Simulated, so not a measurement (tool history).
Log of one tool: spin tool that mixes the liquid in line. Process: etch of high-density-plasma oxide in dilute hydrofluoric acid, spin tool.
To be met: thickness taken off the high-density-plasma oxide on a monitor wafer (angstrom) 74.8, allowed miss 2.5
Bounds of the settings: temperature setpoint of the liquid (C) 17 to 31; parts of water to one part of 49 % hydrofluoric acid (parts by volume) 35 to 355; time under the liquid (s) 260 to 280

run    day  temperature setpoint of the liquid (C)  parts of water to one part of 49 % hydrofluoric acid (parts by volume)  time under the liquid (s)  thickness taken off the high-density-plasma oxide on a monitor wafer (angstrom)
  1      0                                      23                                                                     195                        260                                                                           56.695
  2  0.371                                      25                                                                     195                        260                                                                           61.634
  3  0.392                                      25                                                                     235                        260                                                                           48.348
  4   0.45                                    26.5                                                                     225                        260                                                                           54.017
  5  0.808                                    27.5                                                                     215                        260                                                                           58.847
  6  0.867                                    27.5                                                                     215                        280                                                                           63.586
  7  1.071                                    28.5                                                                     210                        280                                                                           67.992
  8  1.371                                      29                                                                     210                        280                                                                           69.518
  9  1.404                                    29.5                                                                     210                        280                                                                           71.345

Which of these 4 next moves meets every target?
  A  1.438                                      31                                                                     215                        260                                                                                ?
  B  1.438                                      30                                                                     220                        280                                                                                ?
  C  1.438                                      30                                                                     190                        260                                                                                ?
  D  1.438                                      29                                                                     210                        280                                                                                ?

move  thickness taken off the high-density-plasma oxide on a monitor wafer (angstrom)
   A                                                                           67.379
   B                                                                           68.133
   C                                                                           75.987
   D                                                                           69.794
A: further off than the last run
B: further off than the last run
C: meets every target
D: further off than the last run
Move C is the one to make.
